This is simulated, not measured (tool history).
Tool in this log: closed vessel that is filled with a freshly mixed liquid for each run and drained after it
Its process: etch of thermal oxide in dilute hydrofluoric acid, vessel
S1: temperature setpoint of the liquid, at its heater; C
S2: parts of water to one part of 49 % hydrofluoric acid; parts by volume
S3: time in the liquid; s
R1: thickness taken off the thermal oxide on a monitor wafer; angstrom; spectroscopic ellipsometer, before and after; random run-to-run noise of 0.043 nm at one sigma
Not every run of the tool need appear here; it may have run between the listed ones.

run	hour	S1	S2	S3	R1
1	0	21	105	290	111.72
2	3.4	21	105	315	122.2
3	6.6	21	120	315	106.39
4	12.5	20	125	315	97.199
5	13.8	19.5	125	315	94.59
6	20.8	19	125	315	93.969
7	27.5	19	125	315	93.061
8	31.8	18.5	125	315	90.123

Expected results for the next run?
9	40.8	18	125	315	?

{"run 9": {"R1": 89.846}}

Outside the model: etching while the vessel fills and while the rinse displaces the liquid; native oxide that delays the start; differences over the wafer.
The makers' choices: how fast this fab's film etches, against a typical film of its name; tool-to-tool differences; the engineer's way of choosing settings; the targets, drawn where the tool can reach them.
